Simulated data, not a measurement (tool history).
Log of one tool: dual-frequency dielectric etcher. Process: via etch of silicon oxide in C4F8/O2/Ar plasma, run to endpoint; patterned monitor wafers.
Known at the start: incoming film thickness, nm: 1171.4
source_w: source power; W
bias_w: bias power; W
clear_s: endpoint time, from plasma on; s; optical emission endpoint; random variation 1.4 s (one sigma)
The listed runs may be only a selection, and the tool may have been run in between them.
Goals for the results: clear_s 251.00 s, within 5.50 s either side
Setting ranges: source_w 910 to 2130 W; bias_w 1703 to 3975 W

run  hour  source_w  bias_w  clear_s
  1   0.0      1520    2839   226.55
  2   4.5      1520    3017   224.65
  3  12.0      1270    3017   239.60
  4  17.5      1270    3219   235.60
  5  22.1      1400    3219   226.64
  6  26.2      1340    3191   232.98
  7  35.3      1300    3168   236.05
  8  42.3      1270    3152   235.74
  9  44.4      1230    3128   241.50
 10  52.2      1210    3119   241.41
     54.8  -- wet clean of the chamber
 11  54.8      1190    3107   239.93

Which one of the following 5 next-run settings gets every result inside its allowed miss? There is exactly one.
  A  57.4      1150    3371        ?
  B  57.4      1410    3169        ?
  C  57.4      1010    3198        ?
  D  57.4      1290    2964        ?
  E  57.4      1290    3078        ?

move  clear_s
   A   236.57
   B   222.34
   C   252.95
   D   234.81
   E   232.26
A: further off than the last run
B: further off than the last run
C: hits every target within its allowed miss
D: further off than the last run
E: further off than the last run
C meets every target.
